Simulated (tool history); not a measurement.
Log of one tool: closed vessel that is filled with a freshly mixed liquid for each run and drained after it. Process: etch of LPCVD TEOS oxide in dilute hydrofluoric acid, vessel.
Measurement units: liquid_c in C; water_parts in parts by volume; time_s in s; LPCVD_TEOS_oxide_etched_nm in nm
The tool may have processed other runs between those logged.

run,day,liquid_c,water_parts,time_s,LPCVD_TEOS_oxide_etched_nm
1,0,23,250,30,4.5797
2,0.312,23,320,30,3.3725
3,0.65,25,310,30,3.7264
4,0.817,25,310,30,3.7089
5,1.158,25,240,30,5.1243
6,1.354,25.5,240,30,5.2736

Run 7 has not been measured yet. What should we expect?
7,1.496,26,240,30,?

Run 7 measured LPCVD_TEOS_oxide_etched_nm 5.3784 nm.

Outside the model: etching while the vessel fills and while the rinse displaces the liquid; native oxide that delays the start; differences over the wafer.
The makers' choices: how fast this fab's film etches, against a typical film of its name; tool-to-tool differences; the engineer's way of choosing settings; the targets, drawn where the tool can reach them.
